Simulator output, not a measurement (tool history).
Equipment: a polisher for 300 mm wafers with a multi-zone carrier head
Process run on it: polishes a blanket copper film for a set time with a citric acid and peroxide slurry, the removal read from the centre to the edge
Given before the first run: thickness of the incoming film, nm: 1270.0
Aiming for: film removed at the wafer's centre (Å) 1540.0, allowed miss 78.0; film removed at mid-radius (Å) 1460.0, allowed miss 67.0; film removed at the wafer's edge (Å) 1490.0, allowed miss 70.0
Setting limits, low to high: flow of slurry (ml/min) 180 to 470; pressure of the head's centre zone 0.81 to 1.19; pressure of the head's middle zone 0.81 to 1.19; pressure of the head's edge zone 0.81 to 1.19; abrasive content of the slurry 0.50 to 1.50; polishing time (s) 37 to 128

run	hour	flow of slurry (ml/min)	pressure of the head's centre zone	pressure of the head's middle zone	pressure of the head's edge zone	abrasive content of the slurry	polishing time (s)	film removed at the wafer's centre (Å)	film removed at mid-radius (Å)	film removed at the wafer's edge (Å)
1	0.0	300	1.00	1.00	1.00	1.00	82	2266.3	2292.3	2410.7
2	4.1	300	1.01	1.00	0.98	0.90	77	2164.5	2075.8	2206.9
3	6.9	300	1.00	1.01	0.96	0.85	73	1997.7	1935.9	1996.1
4	15.6	300	0.99	1.00	0.94	0.80	71	1841.9	1858.1	1921.5
5	17.7	300	1.00	1.00	0.93	0.75	69	1811.1	1789.6	1844.3
6	22.5	300	1.00	1.00	0.86	0.75	69	1841.2	1819.3	1736.0
7	28.3	300	1.00	0.99	0.86	0.70	68	1752.3	1703.9	1706.0
8	34.8	300	1.00	0.99	0.85	0.65	67	1737.7	1701.7	1681.2
# hour 38.8: edge zone pressure recalibrated
9	38.8	300	1.00	0.98	0.85	0.65	66	1702.3	1628.0	1582.7
10	41.8	300	0.99	0.97	0.85	0.65	66	1686.7	1574.9	1578.8
11	45.5	300	0.98	0.97	0.85	0.65	66	1663.6	1637.9	1602.0
12	54.3	300	0.98	0.96	0.85	0.65	66	1694.2	1613.0	1578.5
13	61.4	300	0.97	0.95	0.86	0.60	66	1662.0	1594.1	1615.8
14	69.1	300	0.96	0.94	0.85	0.60	66	1629.6	1554.0	1582.8
15	76.0	300	0.95	0.93	0.84	0.60	66	1585.3	1577.1	1561.4
16	76.8	300	0.95	0.92	0.84	0.60	66	1559.1	1539.3	1569.6

Which of these 5 next moves meets every target?
A	77.6	415	1.13	1.00	0.81	0.70	58	?	?	?
B	77.6	310	0.83	0.89	0.86	0.60	71	?	?	?
C	77.6	280	1.00	0.85	0.93	0.55	67	?	?	?
D	77.6	340	0.98	0.93	0.87	0.50	63	?	?	?
E	77.6	375	0.85	0.95	0.81	0.75	65	?	?	?

move	film removed at the wafer's centre (Å)	film removed at mid-radius (Å)	film removed at the wafer's edge (Å)
A	1757.5	1518.5	1391.4
B	1492.7	1604.3	1673.7
C	1655.1	1419.9	1601.4
D	1537.1	1446.4	1459.7
E	1482.5	1638.8	1569.3
A: puts the biggest miss on target and leaves a different result outside tolerance
B: lands further from the targets than the last run did
C: puts the biggest miss on target and leaves a different result outside tolerance
D: all results land within tolerance of their targets
E: lands further from the targets than the last run did
Move D is the one to make.
